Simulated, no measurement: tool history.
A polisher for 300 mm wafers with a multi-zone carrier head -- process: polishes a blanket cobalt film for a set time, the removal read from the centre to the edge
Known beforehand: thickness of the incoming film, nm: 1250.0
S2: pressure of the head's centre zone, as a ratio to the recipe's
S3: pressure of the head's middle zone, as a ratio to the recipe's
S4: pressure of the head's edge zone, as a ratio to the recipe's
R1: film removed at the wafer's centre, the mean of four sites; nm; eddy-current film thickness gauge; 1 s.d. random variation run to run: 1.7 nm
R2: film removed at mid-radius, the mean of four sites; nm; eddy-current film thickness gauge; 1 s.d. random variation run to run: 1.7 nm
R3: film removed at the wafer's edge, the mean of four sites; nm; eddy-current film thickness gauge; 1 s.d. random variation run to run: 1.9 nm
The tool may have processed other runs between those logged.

run 1 hour=0 | flow_of_slurry_(ml/min)=225 S2=1 S3=1 S4=1 polishing_time_(s)=41 | R1=189.3 R2=190.71 R3=191
run 2 hour=8.1 | flow_of_slurry_(ml/min)=225 S2=1 S3=0.93 S4=1 polishing_time_(s)=41 | R1=187.66 R2=176.89 R3=190.27
run 3 hour=14.3 | flow_of_slurry_(ml/min)=280 S2=1 S3=0.93 S4=1 polishing_time_(s)=41 | R1=198.74 R2=180.63 R3=201
run 4 hour=16.9 | flow_of_slurry_(ml/min)=310 S2=1 S3=0.93 S4=1 polishing_time_(s)=41 | R1=197.37 R2=180.32 R3=197.85
run 5 hour=24.6 | flow_of_slurry_(ml/min)=305 S2=0.97 S3=0.94 S4=0.99 polishing_time_(s)=39 | R1=178.76 R2=177.08 R3=186
run 6 hour=31 | flow_of_slurry_(ml/min)=305 S2=0.97 S3=0.94 S4=0.91 polishing_time_(s)=39 | R1=185.66 R2=174.62 R3=180.05
run 7 hour=32.2 | flow_of_slurry_(ml/min)=300 S2=0.94 S3=0.94 S4=0.91 polishing_time_(s)=38 | R1=169.54 R2=170.43 R3=178.83

What will run 8 give?
run 8 hour=35.2 | flow_of_slurry_(ml/min)=300 S2=0.93 S3=0.95 S4=0.9 polishing_time_(s)=37 | R1=? R2=? R3=?

R1: 169.95 nm
R2: 165.17 nm
R3: 170.61 nm
